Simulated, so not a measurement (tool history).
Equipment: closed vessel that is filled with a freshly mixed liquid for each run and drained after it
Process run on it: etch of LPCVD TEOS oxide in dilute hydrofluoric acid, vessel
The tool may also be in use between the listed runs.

run	day	temperature setpoint of the liquid (K)	parts of water to one part of 49 % hydrofluoric acid (parts by volume)	time in the liquid (s)	thickness taken off the LPCVD TEOS oxide on a monitor wafer (nm)
1	0	296.15	60	35	16.248
2	0.288	295.65	60	35	15.84
3	0.583	297.65	60	35	17.223
4	0.812	296.65	60	35	16.459
5	0.842	295.65	60	35	15.945
6	0.967	295.65	60	30	13.611
7	1.271	295.15	60	30	13.216

What will run 8 give?
8	1.533	294.65	60	30	?

{"run 8": {"thickness taken off the LPCVD TEOS oxide on a monitor wafer (nm)": 13.194}}

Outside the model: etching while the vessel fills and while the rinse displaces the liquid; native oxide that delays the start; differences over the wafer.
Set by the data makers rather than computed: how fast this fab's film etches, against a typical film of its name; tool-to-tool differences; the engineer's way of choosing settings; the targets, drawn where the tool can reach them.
